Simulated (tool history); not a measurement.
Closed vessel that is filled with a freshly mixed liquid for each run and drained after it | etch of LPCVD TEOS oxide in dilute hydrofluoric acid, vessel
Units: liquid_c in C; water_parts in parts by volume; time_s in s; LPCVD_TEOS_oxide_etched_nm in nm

{"run": 1, "hour": 0.0, "liquid_c": 23.0, "water_parts": 240, "time_s": 785, "LPCVD_TEOS_oxide_etched_nm": 69.205}
{"run": 2, "hour": 8.6, "liquid_c": 23.0, "water_parts": 195, "time_s": 785, "LPCVD_TEOS_oxide_etched_nm": 89.347}
{"run": 3, "hour": 17.1, "liquid_c": 21.5, "water_parts": 235, "time_s": 785, "LPCVD_TEOS_oxide_etched_nm": 66.835}
{"run": 4, "hour": 25.5, "liquid_c": 20.5, "water_parts": 260, "time_s": 785, "LPCVD_TEOS_oxide_etched_nm": 57.104}
{"run": 5, "hour": 33.1, "liquid_c": 20.5, "water_parts": 175, "time_s": 785, "LPCVD_TEOS_oxide_etched_nm": 92.274}
{"run": 6, "hour": 34.5, "liquid_c": 19.5, "water_parts": 220, "time_s": 785, "LPCVD_TEOS_oxide_etched_nm": 67.328}
{"run": 7, "hour": 39.7, "liquid_c": 19.0, "water_parts": 250, "time_s": 785, "LPCVD_TEOS_oxide_etched_nm": 56.677}

Run 8 comes next. What will it give?
{"run": 8, "hour": 41.8, "liquid_c": 17.0, "water_parts": 345, "time_s": 785, "LPCVD_TEOS_oxide_etched_nm": "?"}

LPCVD_TEOS_oxide_etched_nm: 35.142 nm
